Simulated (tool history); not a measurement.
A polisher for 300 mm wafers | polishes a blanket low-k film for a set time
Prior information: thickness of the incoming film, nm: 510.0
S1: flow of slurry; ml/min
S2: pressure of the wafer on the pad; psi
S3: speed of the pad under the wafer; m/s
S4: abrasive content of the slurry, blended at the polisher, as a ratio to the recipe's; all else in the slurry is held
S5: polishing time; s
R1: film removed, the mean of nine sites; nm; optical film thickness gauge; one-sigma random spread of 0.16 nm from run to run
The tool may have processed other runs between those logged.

run,hour,S1,S2,S3,S4,S5,R1
1,0,170,1.8,0.98,1,51,17.043
2,3.5,170,1.8,0.98,1,51,17.323
3,6.7,170,1.8,0.98,0.85,51,15.864
4,7.9,170,1.7,0.98,0.85,51,14.85
5,9,170,1.6,0.98,0.85,51,13.778
6,16.8,170,1.9,0.98,0.85,51,15.869

Run 7 has not been measured yet. What should we expect?
7,21.3,170,1.8,0.96,0.85,51,?

{"run 7": {"R1": 15.217}}
